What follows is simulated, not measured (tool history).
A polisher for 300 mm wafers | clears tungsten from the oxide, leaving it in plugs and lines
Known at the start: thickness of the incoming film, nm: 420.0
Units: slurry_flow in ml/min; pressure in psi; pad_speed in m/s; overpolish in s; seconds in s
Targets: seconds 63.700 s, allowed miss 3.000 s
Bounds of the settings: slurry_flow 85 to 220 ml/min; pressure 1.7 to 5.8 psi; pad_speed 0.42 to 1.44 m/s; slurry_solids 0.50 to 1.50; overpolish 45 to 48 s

run,day,slurry_flow,pressure,pad_speed,slurry_solids,overpolish,seconds
1,0.000,140,3.7,0.92,1.00,45,81.177
2,0.204,155,3.7,0.92,1.00,45,81.079
3,0.546,155,3.7,0.92,0.80,45,86.042
4,0.604,155,4.0,0.92,0.80,45,79.383
5,0.900,155,4.2,0.92,0.80,45,74.633
6,1.225,155,4.2,0.92,0.80,45,77.458
7,1.575,155,4.5,0.92,0.80,45,69.079
8,1.742,155,4.6,0.92,0.80,45,68.566
9,2.021,155,4.7,0.92,0.80,45,67.599

5 next moves are on the table. One of them brings every result within its allowed miss. Which?
A,2.300,125,4.6,1.06,0.50,45,?
B,2.300,140,5.0,0.86,0.65,45,?
C,2.300,150,5.0,0.90,0.80,45,?
D,2.300,150,4.4,0.92,0.80,45,?
E,2.300,135,4.7,0.84,0.80,48,?

move,seconds
A,72.261
B,72.232
C,65.435
D,72.853
E,74.880
A: further off than the last run
B: further off than the last run
C: meets every target
D: further off than the last run
E: further off than the last run
Answer: C

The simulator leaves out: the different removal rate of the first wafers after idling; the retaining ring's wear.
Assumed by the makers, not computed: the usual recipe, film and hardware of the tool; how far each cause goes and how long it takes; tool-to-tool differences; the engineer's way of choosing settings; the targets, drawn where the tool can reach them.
